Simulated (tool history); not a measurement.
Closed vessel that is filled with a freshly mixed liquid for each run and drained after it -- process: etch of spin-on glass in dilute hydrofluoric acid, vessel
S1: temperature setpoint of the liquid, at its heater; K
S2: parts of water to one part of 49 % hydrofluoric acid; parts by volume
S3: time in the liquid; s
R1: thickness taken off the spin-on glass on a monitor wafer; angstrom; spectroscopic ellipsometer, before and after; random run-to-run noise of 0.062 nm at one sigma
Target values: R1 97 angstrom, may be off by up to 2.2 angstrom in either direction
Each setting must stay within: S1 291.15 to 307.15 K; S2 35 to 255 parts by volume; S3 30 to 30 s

run	hour	S1	S2	S3	R1
1	0	299.15	145	30	76.466
2	8.4	300.15	145	30	80.563
3	10.1	297.15	145	30	72.096
4	16.8	298.15	145	30	75.101
5	23.1	296.65	145	30	71.635
6	27.1	297.65	145	30	73.682
7	36.3	301.65	140	30	88.63
8	43.7	302.15	140	30	90.426
9	46.4	303.15	140	30	93.922

Pick the move, out of 4, that brings all results within their allowed miss; only one does.
A	49.1	304.15	150	30	?
B	49.1	306.15	150	30	?
C	49.1	301.15	135	30	?
D	49.1	303.15	130	30	?

move	R1
A	89.995
B	96.56
C	91.441
D	102.89
A: moves away from the targets compared with the last run
B: meets every target
C: moves away from the targets compared with the last run
D: pushes the last run's worst result past its target
The move that meets every target is B.
